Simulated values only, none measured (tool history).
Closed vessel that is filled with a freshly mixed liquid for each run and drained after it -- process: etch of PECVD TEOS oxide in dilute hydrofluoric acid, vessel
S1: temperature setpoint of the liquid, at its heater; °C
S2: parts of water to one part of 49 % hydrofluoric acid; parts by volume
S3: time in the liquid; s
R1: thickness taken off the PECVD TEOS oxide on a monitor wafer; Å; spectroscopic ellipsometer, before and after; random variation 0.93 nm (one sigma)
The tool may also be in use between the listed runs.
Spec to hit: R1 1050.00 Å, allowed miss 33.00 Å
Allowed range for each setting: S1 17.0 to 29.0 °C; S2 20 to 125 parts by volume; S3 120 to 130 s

run	hour	S1	S2	S3	R1
1	0.0	21.0	70	120	391.20
2	3.4	17.5	70	120	341.73
3	5.4	20.5	70	120	384.52
4	8.9	23.0	55	120	542.75
5	13.2	24.5	45	120	724.77
6	22.1	25.5	40	120	865.99
7	29.8	29.0	40	120	971.10
8	38.3	29.0	35	120	1141.90

Which one of the following 4 next-run settings gets every result inside its allowed miss? There is exactly one.
A	46.8	29.0	40	120	?
B	46.8	22.5	30	125	?
C	46.8	28.0	40	120	?
D	46.8	28.5	40	120	?

move	R1
A	985.70
B	1062.80
C	946.97
D	966.18
A: pushes the last run's worst result past its target
B: every result within its allowed miss
C: pushes the last run's worst result past its target
D: pushes the last run's worst result past its target
B meets every target.

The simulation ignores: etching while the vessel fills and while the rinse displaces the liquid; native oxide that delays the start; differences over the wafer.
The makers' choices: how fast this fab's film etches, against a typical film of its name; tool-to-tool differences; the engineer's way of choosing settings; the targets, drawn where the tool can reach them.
